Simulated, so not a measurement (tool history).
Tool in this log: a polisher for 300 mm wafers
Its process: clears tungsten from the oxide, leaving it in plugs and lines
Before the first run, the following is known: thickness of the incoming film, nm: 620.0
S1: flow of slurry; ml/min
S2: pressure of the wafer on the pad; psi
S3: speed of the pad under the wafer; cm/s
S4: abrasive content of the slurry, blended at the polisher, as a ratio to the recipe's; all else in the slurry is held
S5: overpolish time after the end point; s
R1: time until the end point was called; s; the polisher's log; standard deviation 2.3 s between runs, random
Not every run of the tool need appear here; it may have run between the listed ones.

Run 1, hour 0.0: S1 260 ml/min, S2 2.8 psi, S3 120 cm/s, S4 1.0, S5 52 s. Result: R1 153.02 s.
Run 2, hour 8.0: S1 260 ml/min, S2 2.5 psi, S3 120 cm/s, S4 1.0, S5 52 s. Result: R1 168.28 s.
Run 3, hour 16.1: S1 260 ml/min, S2 3.2 psi, S3 120 cm/s, S4 1.0, S5 52 s. Result: R1 141.03 s.
Run 4, hour 24.3: S1 260 ml/min, S2 3.2 psi, S3 120 cm/s, S4 1.1, S5 52 s. Result: R1 137.90 s.
Run 5, hour 26.8: S1 260 ml/min, S2 2.6 psi, S3 118 cm/s, S4 1.1, S5 52 s. Result: R1 164.59 s.
Run 6, hour 29.7: S1 260 ml/min, S2 2.2 psi, S3 116 cm/s, S4 1.1, S5 52 s. Result: R1 181.95 s.

What does the tool deliver on the next run?
Run 7, hour 34.9: S1 260 ml/min, S2 1.9 psi, S3 114 cm/s, S4 1.1, S5 52 s. Result: R1 ?.

{"run 7": {"R1": 207.66}}

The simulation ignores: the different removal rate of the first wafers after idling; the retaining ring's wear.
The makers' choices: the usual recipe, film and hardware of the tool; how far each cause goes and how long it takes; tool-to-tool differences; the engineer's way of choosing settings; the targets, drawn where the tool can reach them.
